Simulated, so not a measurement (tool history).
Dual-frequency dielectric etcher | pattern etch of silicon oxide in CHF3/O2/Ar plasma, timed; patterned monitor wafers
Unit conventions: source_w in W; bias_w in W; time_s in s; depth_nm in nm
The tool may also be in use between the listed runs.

{"run": 1, "hour": 0.0, "source_w": 720, "bias_w": 149, "time_s": 592.5, "depth_nm": 1248.0}
{"run": 2, "hour": 5.8, "source_w": 700, "bias_w": 148, "time_s": 592.5, "depth_nm": 1226.3}
{"run": 3, "hour": 13.0, "source_w": 700, "bias_w": 148, "time_s": 592.5, "depth_nm": 1230.8}
{"run": 4, "hour": 16.2, "source_w": 680, "bias_w": 147, "time_s": 592.5, "depth_nm": 1219.3}
{"run": 5, "hour": 18.7, "source_w": 610, "bias_w": 147, "time_s": 592.5, "depth_nm": 1200.6}
{"run": 6, "hour": 24.5, "source_w": 600, "bias_w": 145, "time_s": 592.5, "depth_nm": 1189.0}
{"run": 7, "hour": 31.5, "source_w": 590, "bias_w": 144, "time_s": 592.5, "depth_nm": 1182.3}
{"run": 8, "hour": 34.3, "source_w": 590, "bias_w": 144, "time_s": 592.5, "depth_nm": 1184.1}
{"run": 9, "hour": 41.5, "source_w": 590, "bias_w": 144, "time_s": 592.5, "depth_nm": 1186.4}

Run 10, settings as shown, results not yet in. Your forecast:
{"run": 10, "hour": 43.3, "source_w": 580, "bias_w": 143, "time_s": 592.5, "depth_nm": "?"}

For run 10 the tool returned depth_nm 1170.6 nm.
